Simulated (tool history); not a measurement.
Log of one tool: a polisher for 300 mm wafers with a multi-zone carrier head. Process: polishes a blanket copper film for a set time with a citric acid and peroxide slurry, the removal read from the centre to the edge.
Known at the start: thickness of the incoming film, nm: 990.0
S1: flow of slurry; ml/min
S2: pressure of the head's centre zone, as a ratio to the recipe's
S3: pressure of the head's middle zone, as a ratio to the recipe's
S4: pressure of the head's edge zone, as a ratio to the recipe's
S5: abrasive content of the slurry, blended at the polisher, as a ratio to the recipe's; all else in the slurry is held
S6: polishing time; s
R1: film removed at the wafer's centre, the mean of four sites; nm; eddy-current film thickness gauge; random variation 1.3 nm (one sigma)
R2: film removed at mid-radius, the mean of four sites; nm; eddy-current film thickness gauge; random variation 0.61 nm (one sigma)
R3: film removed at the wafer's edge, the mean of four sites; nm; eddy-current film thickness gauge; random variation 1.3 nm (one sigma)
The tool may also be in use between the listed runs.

Run 1, hour 0: S1 130 ml/min, S2 1, S3 1, S4 1, S5 1, S6 53 s. Result: R1 98.459 nm, R2 98.596 nm, R3 101.44 nm.
Run 2, hour 8.3: S1 130 ml/min, S2 1, S3 1.05, S4 1, S5 1, S6 53 s. Result: R1 96.627 nm, R2 102.57 nm, R3 101.16 nm.
Run 3, hour 14.4: S1 130 ml/min, S2 0.99, S3 1.05, S4 1.02, S5 1, S6 53 s. Result: R1 97.019 nm, R2 104.65 nm, R3 104.98 nm.
Run 4, hour 19.3: S1 130 ml/min, S2 0.99, S3 1.05, S4 1.02, S5 1, S6 60 s. Result: R1 109.89 nm, R2 117.33 nm, R3 116.75 nm.
Run 5, hour 27.1: S1 120 ml/min, S2 0.97, S3 1.04, S4 1.02, S5 1, S6 60 s. Result: R1 103.62 nm, R2 113.84 nm, R3 112.5 nm.
Run 6, hour 28.5: S1 120 ml/min, S2 0.97, S3 0.97, S4 1.02, S5 1, S6 60 s. Result: R1 104.78 nm, R2 106.49 nm, R3 115.94 nm.

The next listed run, before its measurement:
Run 7, hour 37.5: S1 115 ml/min, S2 0.96, S3 0.97, S4 1.02, S5 1, S6 60 s. Result: R1 ?, R2 ?, R3 ?.

Run 7 gave R1 102.74 nm, R2 105.36 nm, R3 114.22 nm.

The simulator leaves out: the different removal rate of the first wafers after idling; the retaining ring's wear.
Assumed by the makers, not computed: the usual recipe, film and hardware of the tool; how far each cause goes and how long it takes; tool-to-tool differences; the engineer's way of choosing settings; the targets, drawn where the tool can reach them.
